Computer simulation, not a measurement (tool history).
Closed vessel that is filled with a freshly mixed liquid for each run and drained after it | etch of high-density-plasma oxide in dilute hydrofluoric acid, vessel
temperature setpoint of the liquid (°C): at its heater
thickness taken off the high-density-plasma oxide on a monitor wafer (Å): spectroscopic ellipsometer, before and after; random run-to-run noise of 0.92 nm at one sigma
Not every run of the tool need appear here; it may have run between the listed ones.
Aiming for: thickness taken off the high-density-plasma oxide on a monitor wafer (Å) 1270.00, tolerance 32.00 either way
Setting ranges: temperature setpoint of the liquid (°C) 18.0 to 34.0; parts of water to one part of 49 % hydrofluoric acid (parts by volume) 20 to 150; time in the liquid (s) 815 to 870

| run | hour | temperature setpoint of the liquid (°C) | parts of water to one part of 49 % hydrofluoric acid (parts by volume) | time in the liquid (s) | thickness taken off the high-density-plasma oxide on a monitor wafer (Å) |
|---|---|---|---|---|---|
| 1 | 0.0 | 26.0 | 85 | 815 | 541.98 |
| 2 | 1.5 | 27.0 | 80 | 815 | 598.20 |
| 3 | 8.0 | 27.0 | 95 | 815 | 493.02 |
| 4 | 12.5 | 28.0 | 85 | 815 | 589.54 |
| 5 | 13.9 | 30.0 | 85 | 815 | 636.56 |
| 6 | 19.0 | 27.5 | 85 | 815 | 571.47 |
| 7 | 21.3 | 28.5 | 80 | 815 | 636.59 |
| 8 | 23.7 | 29.5 | 75 | 815 | 711.91 |
| 9 | 29.3 | 30.0 | 70 | 815 | 786.38 |
| 10 | 30.2 | 30.5 | 65 | 815 | 860.85 |
| 11 | 33.4 | 30.5 | 65 | 815 | 867.89 |
| 12 | 34.7 | 31.0 | 60 | 815 | 978.14 |
| 13 | 38.6 | 31.5 | 60 | 815 | 992.61 |
| 14 | 45.5 | 32.0 | 60 | 815 | 1003.60 |
| 15 | 50.5 | 32.5 | 60 | 815 | 1030.70 |
| 16 | 57.7 | 33.5 | 55 | 815 | 1161.30 |
| 17 | 59.5 | 34.0 | 50 | 815 | 1326.30 |

4 next moves are on the table. One of them brings every result within its allowed miss. Which?
| A | 61.3 | 34.0 | 55 | 860 | ? |
| B | 61.3 | 34.0 | 50 | 825 | ? |
| C | 61.3 | 34.0 | 55 | 815 | ? |
| D | 61.3 | 32.5 | 45 | 815 | ? |

| move | thickness taken off the high-density-plasma oxide on a monitor wafer (Å) |
|---|---|
| A | 1248.20 |
| B | 1328.30 |
| C | 1182.80 |
| D | 1388.00 |
A: meets every target
B: just as far off the targets as the last run
C: carries the result that was furthest off beyond its target, to the other side
D: moves away from the targets compared with the last run
A is the move that brings every result within its allowed miss.

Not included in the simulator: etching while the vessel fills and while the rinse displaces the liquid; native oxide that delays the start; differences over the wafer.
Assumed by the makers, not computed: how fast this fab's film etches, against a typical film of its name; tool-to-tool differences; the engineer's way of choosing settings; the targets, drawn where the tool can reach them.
